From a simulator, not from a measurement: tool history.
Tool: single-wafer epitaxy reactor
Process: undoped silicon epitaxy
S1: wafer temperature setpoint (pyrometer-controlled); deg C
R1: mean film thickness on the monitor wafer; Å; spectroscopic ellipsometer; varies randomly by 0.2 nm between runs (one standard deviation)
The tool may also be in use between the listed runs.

{"run": 1, "day": 0.0, "S1": 645, "deposition time (s)": 315, "R1": 549.99}
{"run": 2, "day": 0.075, "S1": 641, "deposition time (s)": 315, "R1": 514}
{"run": 3, "day": 0.375, "S1": 647, "deposition time (s)": 315, "R1": 574.68}
{"run": 4, "day": 0.521, "S1": 652, "deposition time (s)": 315, "R1": 633.9}
{"run": 5, "day": 0.633, "S1": 656, "deposition time (s)": 315, "R1": 686.74}
{"run": 6, "day": 0.896, "S1": 656, "deposition time (s)": 292, "R1": 638.58}
{"run": 7, "day": 1.0, "S1": 654, "deposition time (s)": 292, "R1": 610.92}

Predict the results of run 8:
{"run": 8, "day": 1.317, "S1": 652, "deposition time (s)": 292, "R1": "?"}

Run 8 produced R1 587.11 Å.
